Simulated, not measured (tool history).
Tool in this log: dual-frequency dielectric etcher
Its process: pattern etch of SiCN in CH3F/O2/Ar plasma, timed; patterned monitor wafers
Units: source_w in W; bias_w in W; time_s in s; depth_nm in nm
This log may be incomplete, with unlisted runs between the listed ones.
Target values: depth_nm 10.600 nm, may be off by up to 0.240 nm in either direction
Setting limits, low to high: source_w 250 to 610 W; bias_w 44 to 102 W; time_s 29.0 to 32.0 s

| run | day | source_w | bias_w | time_s | depth_nm |
|---|---|---|---|---|---|
| 1 | 0.000 | 430 | 73 | 32.0 | 12.387 |
| 2 | 0.346 | 470 | 73 | 32.0 | 12.851 |
| 3 | 0.658 | 430 | 71 | 32.0 | 12.150 |
| 4 | 1.012 | 430 | 84 | 32.0 | 12.800 |
| 5 | 1.250 | 400 | 82 | 32.0 | 12.041 |
| 6 | 1.433 | 460 | 82 | 32.0 | 13.401 |
| 7 | 1.604 | 460 | 82 | 32.0 | 13.172 |
| 8 | 1.925 | 430 | 81 | 32.0 | 12.658 |

Exercise: of the 4 proposed moves below, exactly one satisfies all targets within the stated allowed misses. Which move is it?
| A | 2.246 | 520 | 81 | 32.0 | ? |
| B | 2.246 | 420 | 80 | 29.0 | ? |
| C | 2.246 | 480 | 69 | 30.5 | ? |
| D | 2.246 | 380 | 71 | 30.0 | ? |

| move | depth_nm |
|---|---|
| A | 13.941 |
| B | 11.132 |
| C | 12.107 |
| D | 10.421 |
A: its largest miss is bigger than the last run's
B: moves toward the targets from the last run without getting all of them in spec
C: moves toward the targets from the last run without getting all of them in spec
D: all results in spec
D is the move that brings every result within its allowed miss.

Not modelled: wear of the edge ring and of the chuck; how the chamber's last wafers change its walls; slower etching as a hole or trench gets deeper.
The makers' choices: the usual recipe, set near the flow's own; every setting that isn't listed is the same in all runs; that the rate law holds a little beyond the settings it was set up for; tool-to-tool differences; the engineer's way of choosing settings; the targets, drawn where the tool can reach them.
